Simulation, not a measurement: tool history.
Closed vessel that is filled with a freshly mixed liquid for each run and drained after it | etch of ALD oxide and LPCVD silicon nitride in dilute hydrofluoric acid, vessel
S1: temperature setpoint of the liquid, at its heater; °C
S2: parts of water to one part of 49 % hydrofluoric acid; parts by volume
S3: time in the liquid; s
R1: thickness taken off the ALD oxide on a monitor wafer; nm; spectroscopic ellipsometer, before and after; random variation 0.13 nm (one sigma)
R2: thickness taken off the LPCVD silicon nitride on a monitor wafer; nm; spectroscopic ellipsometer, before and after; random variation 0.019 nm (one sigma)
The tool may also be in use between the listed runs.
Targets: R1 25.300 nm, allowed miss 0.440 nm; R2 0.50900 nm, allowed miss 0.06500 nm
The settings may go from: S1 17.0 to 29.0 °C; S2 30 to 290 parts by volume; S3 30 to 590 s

run	hour	S1	S2	S3	R1	R2
1	0.0	21.0	160	300	49.725	0.83965
2	1.4	20.5	175	300	43.423	0.75469
3	3.5	22.5	175	300	47.583	0.81093
4	9.7	21.5	185	300	42.851	0.73948
5	14.3	20.5	195	300	38.632	0.62454
6	17.7	18.0	195	300	35.131	0.57446
7	21.0	18.0	205	300	32.776	0.53940
8	30.0	18.0	215	300	31.240	0.48822
9	33.1	18.0	220	300	30.152	0.49444

Which of these 5 next moves meets every target?
A	36.2	18.0	185	265	?	?
B	36.2	17.0	170	285	?	?
C	36.2	17.0	185	280	?	?
D	36.2	17.5	250	380	?	?
E	36.2	25.0	230	205	?	?

move	R1	R2
A	32.995	0.53938
B	37.628	0.58811
C	33.495	0.53272
D	32.348	0.56030
E	25.566	0.52987
A: further off than the last run
B: further off than the last run
C: further off than the last run
D: further off than the last run
E: meets every target
The right move is E.
